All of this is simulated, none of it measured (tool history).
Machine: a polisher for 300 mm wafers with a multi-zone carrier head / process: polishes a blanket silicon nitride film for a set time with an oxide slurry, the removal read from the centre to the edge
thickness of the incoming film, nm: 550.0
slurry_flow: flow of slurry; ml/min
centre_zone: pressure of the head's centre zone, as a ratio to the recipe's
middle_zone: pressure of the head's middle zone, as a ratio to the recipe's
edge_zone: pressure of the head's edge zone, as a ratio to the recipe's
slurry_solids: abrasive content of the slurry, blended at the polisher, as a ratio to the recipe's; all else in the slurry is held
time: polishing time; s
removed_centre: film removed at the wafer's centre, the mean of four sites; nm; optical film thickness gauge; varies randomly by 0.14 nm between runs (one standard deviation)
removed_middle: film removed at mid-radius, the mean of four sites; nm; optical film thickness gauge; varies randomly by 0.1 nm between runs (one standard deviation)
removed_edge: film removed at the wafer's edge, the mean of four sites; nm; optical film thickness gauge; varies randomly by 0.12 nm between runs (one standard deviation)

run,hour,slurry_flow,centre_zone,middle_zone,edge_zone,slurry_solids,time,removed_centre,removed_middle,removed_edge
1,0.0,315,1.00,1.00,1.00,1.00,40,19.496,19.876,20.049
2,2.8,325,1.02,1.03,0.95,0.85,36,17.156,17.588,16.742
3,7.4,325,0.96,1.03,0.95,0.85,36,16.389,17.272,16.845
4,11.1,325,0.96,1.03,1.03,0.85,36,16.682,17.513,17.469
5,11.8,355,0.96,1.03,1.03,0.85,36,16.462,17.731,17.094
6,20.7,355,0.96,1.03,1.03,1.00,36,17.578,18.558,18.055
7,21.5,390,0.99,1.04,0.99,0.85,33,15.720,16.308,15.763

Estimate the outcome of run 8 from the log above:
8,24.4,395,1.03,1.07,0.96,0.75,30,?,?,?

Run 8 gave removed_centre 14.261 nm, removed_middle 14.737 nm, removed_edge 13.789 nm.

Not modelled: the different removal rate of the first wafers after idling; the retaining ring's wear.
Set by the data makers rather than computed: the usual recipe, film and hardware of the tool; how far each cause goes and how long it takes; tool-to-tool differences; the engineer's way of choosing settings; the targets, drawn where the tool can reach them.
